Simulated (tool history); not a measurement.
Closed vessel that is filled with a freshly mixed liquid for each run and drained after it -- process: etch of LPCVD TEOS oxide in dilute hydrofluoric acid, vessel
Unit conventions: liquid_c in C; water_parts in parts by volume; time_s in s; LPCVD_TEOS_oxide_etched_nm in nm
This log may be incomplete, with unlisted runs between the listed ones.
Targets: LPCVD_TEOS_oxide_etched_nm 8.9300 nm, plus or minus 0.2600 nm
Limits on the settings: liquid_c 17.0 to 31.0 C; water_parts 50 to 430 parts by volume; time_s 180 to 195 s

| run | day | liquid_c | water_parts | time_s | LPCVD_TEOS_oxide_etched_nm |
|---|---|---|---|---|---|
| 1 | 0.000 | 23.0 | 240 | 180 | 19.0850 |
| 2 | 0.246 | 22.0 | 255 | 180 | 16.7790 |
| 3 | 0.292 | 22.0 | 255 | 195 | 18.3330 |
| 4 | 0.571 | 21.5 | 270 | 195 | 16.6790 |
| 5 | 0.929 | 21.5 | 270 | 180 | 15.6200 |
| 6 | 1.267 | 21.5 | 270 | 195 | 16.7230 |
| 7 | 1.429 | 21.5 | 270 | 195 | 16.8740 |
| 8 | 1.608 | 21.0 | 285 | 195 | 15.0720 |
| 9 | 1.904 | 20.5 | 295 | 195 | 14.3550 |
|  | 1.958 | hydrofluoric acid flow meter replaced |
| 10 | 1.958 | 20.0 | 305 | 195 | 12.7490 |
| 11 | 2.017 | 17.0 | 350 | 195 | 9.3817 |
| 12 | 2.388 | 17.0 | 355 | 195 | 9.2748 |

Exercise: of the 4 proposed moves below, exactly one satisfies all targets within the stated allowed misses. Which move is it?
| A | 2.758 | 18.5 | 365 | 195 | ? |
| B | 2.758 | 17.0 | 370 | 195 | ? |
| C | 2.758 | 17.0 | 350 | 195 | ? |
| D | 2.758 | 17.0 | 340 | 185 | ? |

| move | LPCVD_TEOS_oxide_etched_nm |
|---|---|
| A | 9.5844 |
| B | 8.9177 |
| C | 9.5789 |
| D | 9.4307 |
A: its largest miss is bigger than the last run's
B: all results in spec
C: its largest miss is bigger than the last run's
D: its largest miss is bigger than the last run's
B meets every target.
